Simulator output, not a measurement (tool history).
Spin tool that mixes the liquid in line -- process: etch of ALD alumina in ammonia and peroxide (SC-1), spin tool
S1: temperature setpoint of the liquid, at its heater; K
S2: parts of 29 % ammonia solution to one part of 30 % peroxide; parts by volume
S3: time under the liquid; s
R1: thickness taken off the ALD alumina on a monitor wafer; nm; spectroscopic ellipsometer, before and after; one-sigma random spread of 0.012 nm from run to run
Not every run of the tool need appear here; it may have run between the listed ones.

run	hour	S1	S2	S3	R1
1	0	330.15	0.85	45	5.491
2	2.3	327.15	0.85	45	4.636
3	4.6	327.15	0.75	45	4.5627
4	12.9	332.15	0.75	45	6.0165
5	16.5	329.15	0.75	45	5.1218
6	17.3	326.65	0.75	45	4.4704
7	25.7	324.65	0.75	45	4.0503

Run 8 has not been measured yet. What should we expect?
8	30	323.15	0.75	45	?

{"run 8": {"R1": 3.7204}}
